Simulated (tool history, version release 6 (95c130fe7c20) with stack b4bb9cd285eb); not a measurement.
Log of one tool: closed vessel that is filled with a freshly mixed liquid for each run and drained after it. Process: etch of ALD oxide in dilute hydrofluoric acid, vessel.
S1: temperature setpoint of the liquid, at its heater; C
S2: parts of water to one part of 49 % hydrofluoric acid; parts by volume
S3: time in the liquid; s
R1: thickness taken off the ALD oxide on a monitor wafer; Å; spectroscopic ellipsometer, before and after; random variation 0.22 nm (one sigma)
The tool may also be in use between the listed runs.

run 1 hour=0 | S1=25 S2=280 S3=445 | R1=133
run 2 hour=7.5 | S1=27 S2=230 S3=445 | R1=184.25
run 3 hour=14.7 | S1=29.5 S2=230 S3=445 | R1=197.98
run 4 hour=21.7 | S1=26 S2=230 S3=445 | R1=176.93
run 5 hour=26.2 | S1=26 S2=185 S3=445 | R1=229.69
run 6 hour=28.6 | S1=24 S2=185 S3=445 | R1=211.4
run 7 hour=36.1 | S1=26 S2=170 S3=445 | R1=255.05
run 8 hour=37.1 | S1=28 S2=160 S3=445 | R1=292.35
run 9 hour=46.1 | S1=29.5 S2=160 S3=445 | R1=310.59
run 10 hour=55.4 | S1=30.5 S2=160 S3=445 | R1=322.3

Forecast run 11:
run 11 hour=61 | S1=31 S2=160 S3=445 | R1=?

Run 11 gave R1 331.14 Å.
